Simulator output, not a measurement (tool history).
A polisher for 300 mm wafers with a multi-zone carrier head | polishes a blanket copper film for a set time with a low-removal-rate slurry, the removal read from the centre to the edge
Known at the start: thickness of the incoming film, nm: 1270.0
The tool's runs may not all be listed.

run  hour  flow of slurry (ml/min)  pressure of the head's centre zone  pressure of the head's middle zone  pressure of the head's edge zone  abrasive content of the slurry  polishing time (s)  film removed at the wafer's centre (Å)  film removed at mid-radius (Å)  film removed at the wafer's edge (Å)
  1   0.0                      150                                1.00                                1.00                              1.00                            1.00                  33                                 1208.90                         1189.70                               1150.40
  2   8.3                      135                                1.00                                1.00                              1.00                            1.00                  33                                 1148.60                         1164.30                               1171.70
  3  11.8                      145                                1.00                                0.97                              0.98                            0.90                  30                                 1070.20                         1054.20                               1059.00
  4  13.7                      145                                1.00                                0.97                              0.92                            0.90                  30                                 1063.50                         1047.10                               1002.80
  5  22.4                      145                                1.00                                0.97                              0.92                            1.00                  30                                 1063.90                         1052.80                               1022.90
  6  28.9                      155                                1.02                                0.95                              0.90                            0.95                  27                                 1017.00                          955.24                                919.20
  7  35.2                      160                                1.03                                0.93                              0.89                            0.90                  25                                  909.96                          850.84                                829.65
  8  39.5                      165                                1.05                                0.92                              0.88                            0.85                  24                                  899.22                          815.39                                801.24
  9  44.7                      165                                1.05                                0.92                              0.88                            0.85                  24                                  921.88                          815.08                                814.06
 10  52.2                      165                                1.05                                0.92                              0.88                            0.85                  24                                  914.89                          812.13                                787.32

Forecast run 11:
 11  59.2                      135                                1.08                                0.88                              0.81                            0.60                  20                                       ?                               ?                                     ?

Run 11 gave film removed at the wafer's centre (Å) 710.31, film removed at mid-radius (Å) 597.79, film removed at the wafer's edge (Å) 595.62.

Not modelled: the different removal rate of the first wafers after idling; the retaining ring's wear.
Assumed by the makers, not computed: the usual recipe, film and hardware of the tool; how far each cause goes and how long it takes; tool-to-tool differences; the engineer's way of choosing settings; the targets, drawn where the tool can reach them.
